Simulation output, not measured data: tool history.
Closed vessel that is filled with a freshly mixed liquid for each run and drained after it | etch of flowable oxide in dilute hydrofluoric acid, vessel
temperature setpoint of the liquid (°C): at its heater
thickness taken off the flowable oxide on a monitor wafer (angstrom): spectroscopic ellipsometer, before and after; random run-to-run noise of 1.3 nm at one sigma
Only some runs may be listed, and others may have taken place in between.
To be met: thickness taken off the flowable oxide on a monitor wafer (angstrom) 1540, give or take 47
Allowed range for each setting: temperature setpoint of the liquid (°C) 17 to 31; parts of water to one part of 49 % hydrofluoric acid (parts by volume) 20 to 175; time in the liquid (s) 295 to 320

run,hour,temperature setpoint of the liquid (°C),parts of water to one part of 49 % hydrofluoric acid (parts by volume),time in the liquid (s),thickness taken off the flowable oxide on a monitor wafer (angstrom)
1,0,23,95,295,700.6
2,5.9,25,95,295,763.99
3,8.1,25,95,295,751.33
4,13.6,25,115,295,610.2
5,21.5,26,100,295,728.32
6,24.9,26,100,295,739.19
7,32.5,27,90,295,869.31
8,36.5,27.5,85,295,945.13
9,39.4,28,80,295,1029.3
10,45.2,28.5,75,295,1108.5
11,53,29,70,295,1214.8
12,55.9,29.5,65,295,1376.1

Which single option among these 5 for the next run brings every result within its allowed miss of target? Just one does.
A,58.8,28.5,55,320,?
B,58.8,27.5,70,295,?
C,58.8,31,80,315,?
D,58.8,28.5,60,320,?
E,58.8,30.5,75,295,?

move,thickness taken off the flowable oxide on a monitor wafer (angstrom)
A,1708.8
B,1164.9
C,1231.3
D,1555.5
E,1215.1
A: moves the result that the last run missed by most past its target, out the other side
B: the biggest miss grows against the last run
C: the biggest miss grows against the last run
D: hits every target within its allowed miss
E: the biggest miss grows against the last run
D is the move that brings every result within its allowed miss.
